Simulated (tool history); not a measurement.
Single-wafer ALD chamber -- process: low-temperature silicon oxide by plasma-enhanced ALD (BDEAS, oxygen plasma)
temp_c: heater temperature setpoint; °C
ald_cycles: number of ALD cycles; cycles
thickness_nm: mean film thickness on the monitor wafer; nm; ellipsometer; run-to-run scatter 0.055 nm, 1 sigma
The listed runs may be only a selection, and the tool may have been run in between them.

Run 1, hour 0: temp_c 100 °C, ald_cycles 49 cycles. Result: thickness_nm 7.5999 nm.
Run 2, hour 8.1: temp_c 98 °C, ald_cycles 51 cycles. Result: thickness_nm 7.814 nm.
Run 3, hour 14.7: temp_c 96 °C, ald_cycles 54 cycles. Result: thickness_nm 8.4061 nm.
Run 4, hour 17.3: temp_c 95 °C, ald_cycles 56 cycles. Result: thickness_nm 8.7167 nm.
Run 5, hour 20.6: temp_c 95 °C, ald_cycles 52 cycles. Result: thickness_nm 8.1634 nm.
Run 6, hour 26.7: temp_c 92 °C, ald_cycles 54 cycles. Result: thickness_nm 8.4985 nm.
Run 7, hour 31.1: temp_c 90 °C, ald_cycles 55 cycles. Result: thickness_nm 8.6978 nm.
Run 8, hour 36: temp_c 89 °C, ald_cycles 56 cycles. Result: thickness_nm 8.9983 nm.
Run 9, hour 43.8: temp_c 87 °C, ald_cycles 57 cycles. Result: thickness_nm 9.0818 nm.
Run 10, hour 52.3: temp_c 86 °C, ald_cycles 58 cycles. Result: thickness_nm 9.3291 nm.
Run 11, hour 56: temp_c 85 °C, ald_cycles 59 cycles. Result: thickness_nm 9.3531 nm.
Run 12, hour 57.8: temp_c 84 °C, ald_cycles 60 cycles. Result: thickness_nm 9.654 nm.

Predict the results of run 13:
Run 13, hour 62.1: temp_c 83 °C, ald_cycles 60 cycles. Result: thickness_nm ?.

thickness_nm: 9.6876 nm
